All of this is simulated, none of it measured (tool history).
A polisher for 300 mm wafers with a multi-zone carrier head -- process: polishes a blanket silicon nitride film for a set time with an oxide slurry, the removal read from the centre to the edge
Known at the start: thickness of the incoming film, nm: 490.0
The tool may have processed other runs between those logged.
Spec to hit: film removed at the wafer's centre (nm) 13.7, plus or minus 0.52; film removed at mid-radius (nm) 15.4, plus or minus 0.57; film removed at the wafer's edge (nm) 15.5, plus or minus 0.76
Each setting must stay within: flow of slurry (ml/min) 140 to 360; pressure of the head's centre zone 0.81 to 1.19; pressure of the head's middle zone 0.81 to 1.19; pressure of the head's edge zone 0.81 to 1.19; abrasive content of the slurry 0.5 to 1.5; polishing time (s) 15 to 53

| run | hour | flow of slurry (ml/min) | pressure of the head's centre zone | pressure of the head's middle zone | pressure of the head's edge zone | abrasive content of the slurry | polishing time (s) | film removed at the wafer's centre (nm) | film removed at mid-radius (nm) | film removed at the wafer's edge (nm) |
|---|---|---|---|---|---|---|---|---|---|---|
| 1 | 0 | 230 | 1 | 1 | 1 | 1 | 34 | 18.174 | 17.841 | 18.061 |
| 2 | 8.6 | 180 | 1 | 1 | 1 | 1 | 34 | 17.834 | 17.61 | 17.55 |
| 3 | 16.3 | 180 | 1 | 1 | 0.95 | 1 | 34 | 17.876 | 17.699 | 16.962 |
| 4 | 21.7 | 180 | 1 | 1 | 0.95 | 0.85 | 34 | 16.955 | 16.326 | 15.921 |
| 5 | 30.5 | 180 | 1.08 | 1 | 0.95 | 0.85 | 34 | 18.235 | 16.474 | 16.474 |
| 6 | 37.5 | 180 | 1 | 1 | 0.99 | 0.85 | 34 | 16.85 | 16.583 | 16.11 |
| 7 | 41.7 | 185 | 0.94 | 0.98 | 1.03 | 0.85 | 34 | 15.631 | 16.49 | 16.738 |
| 8 | 45.5 | 180 | 0.91 | 0.97 | 1.02 | 0.8 | 34 | 14.819 | 15.543 | 16.333 |
| 9 | 54.4 | 175 | 0.89 | 0.98 | 1.01 | 0.8 | 34 | 14.271 | 15.74 | 16.366 |
| 10 | 58.8 | 170 | 0.89 | 0.99 | 1 | 0.8 | 34 | 14.38 | 15.676 | 16.133 |
| 11 | 66.2 | 170 | 0.88 | 1 | 0.99 | 0.8 | 34 | 14.244 | 16.262 | 15.682 |

4 next moves are on the table. One of them brings every result within its allowed miss. Which?
| A | 73.6 | 235 | 0.81 | 0.99 | 0.9 | 0.85 | 34 | ? | ? | ? |
| B | 73.6 | 140 | 0.86 | 0.96 | 0.92 | 0.5 | 42 | ? | ? | ? |
| C | 73.6 | 220 | 0.91 | 1.17 | 1.06 | 1.05 | 29 | ? | ? | ? |
| D | 73.6 | 145 | 0.81 | 1.14 | 0.96 | 0.75 | 35 | ? | ? | ? |

| move | film removed at the wafer's centre (nm) | film removed at mid-radius (nm) | film removed at the wafer's edge (nm) |
|---|---|---|---|
| A | 14.023 | 16.627 | 16.337 |
| B | 13.962 | 15.288 | 15.827 |
| C | 14.47 | 17.571 | 16.187 |
| D | 12.951 | 17.406 | 15.824 |
A: moves away from the targets compared with the last run
B: meets every target
C: moves away from the targets compared with the last run
D: moves away from the targets compared with the last run
B meets every target.

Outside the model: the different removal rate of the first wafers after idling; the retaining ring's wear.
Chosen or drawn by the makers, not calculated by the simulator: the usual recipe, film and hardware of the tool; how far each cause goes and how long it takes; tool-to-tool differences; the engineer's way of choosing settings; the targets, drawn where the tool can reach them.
